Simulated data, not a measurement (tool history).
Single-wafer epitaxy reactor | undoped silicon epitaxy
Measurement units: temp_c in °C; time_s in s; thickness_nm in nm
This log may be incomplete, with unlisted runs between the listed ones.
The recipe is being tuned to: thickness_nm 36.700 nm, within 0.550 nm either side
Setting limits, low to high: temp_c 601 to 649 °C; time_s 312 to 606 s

run  hour  temp_c  time_s  thickness_nm
  1   0.0     625     459        40.798
  2   3.4     624     459        39.639
  3   4.5     624     414        35.867
  4  13.1     616     414        28.861
  5  16.1     617     414        29.549
  6  19.8     618     414        30.449
  7  26.6     619     414        31.195
  8  32.8     627     415        38.848
  9  41.2     626     415        37.768

Consider the 4 candidate settings below. Which is the only one whose results all fall within their allowed miss of target?
  A  49.6     629     389             ?
  B  49.6     622     446             ?
  C  49.6     625     426             ?
  D  49.6     622     432             ?

move  thickness_nm
   A        38.328
   B        36.534
   C        37.785
   D        35.387
A: the biggest miss grows against the last run
B: all results in spec
C: as far off as the last run
D: moves the result that the last run missed by most past its target, out the other side
Move B is the one to make.
